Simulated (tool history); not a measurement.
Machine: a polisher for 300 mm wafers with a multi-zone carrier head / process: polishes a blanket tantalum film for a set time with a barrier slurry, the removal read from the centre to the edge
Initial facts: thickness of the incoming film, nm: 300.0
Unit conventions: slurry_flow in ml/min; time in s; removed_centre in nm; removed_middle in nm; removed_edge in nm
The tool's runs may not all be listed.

run 1 hour=0 | slurry_flow=185 centre_zone=1 middle_zone=1 edge_zone=1 slurry_solids=1 time=52 | removed_centre=69.71 removed_middle=68.93 removed_edge=72.074
run 2 hour=8.6 | slurry_flow=170 centre_zone=0.95 middle_zone=0.97 edge_zone=0.96 slurry_solids=0.85 time=48 | removed_centre=55.229 removed_middle=56.339 removed_edge=59.631
run 3 hour=13.2 | slurry_flow=170 centre_zone=0.99 middle_zone=0.97 edge_zone=0.96 slurry_solids=0.85 time=48 | removed_centre=58.085 removed_middle=56.869 removed_edge=59.357
run 4 hour=19.8 | slurry_flow=170 centre_zone=0.99 middle_zone=0.97 edge_zone=0.96 slurry_solids=0.75 time=48 | removed_centre=53.992 removed_middle=52.5 removed_edge=54.17
run 5 hour=28.8 | slurry_flow=205 centre_zone=0.99 middle_zone=0.97 edge_zone=0.96 slurry_solids=0.75 time=48 | removed_centre=55.562 removed_middle=53.577 removed_edge=55.632
run 6 hour=35.8 | slurry_flow=200 centre_zone=0.94 middle_zone=0.94 edge_zone=0.93 slurry_solids=0.7 time=47 | removed_centre=47.437 removed_middle=47.807 removed_edge=52.72
run 7 hour=40.3 | slurry_flow=195 centre_zone=0.92 middle_zone=0.94 edge_zone=0.9 slurry_solids=0.65 time=46 | removed_centre=42.828 removed_middle=43.943 removed_edge=45.943
run 8 hour=42.3 | slurry_flow=190 centre_zone=0.89 middle_zone=0.92 edge_zone=0.88 slurry_solids=0.65 time=46 | removed_centre=41.026 removed_middle=43.494 removed_edge=46.102
run 9 hour=51.1 | slurry_flow=190 centre_zone=0.88 middle_zone=0.9 edge_zone=0.86 slurry_solids=0.65 time=46 | removed_centre=40.229 removed_middle=42.198 removed_edge=46.085
run 10 hour=52.6 | slurry_flow=190 centre_zone=0.87 middle_zone=0.89 edge_zone=0.85 slurry_solids=0.6 time=46 | removed_centre=36.98 removed_middle=38.716 removed_edge=43.087

Run 11, settings as shown, results not yet in. Your forecast:
run 11 hour=56 | slurry_flow=185 centre_zone=0.86 middle_zone=0.89 edge_zone=0.84 slurry_solids=0.6 time=46 | removed_centre=? removed_middle=? removed_edge=?

Run 11 measured removed_centre 36.782 nm, removed_middle 38.564 nm, removed_edge 41.578 nm.
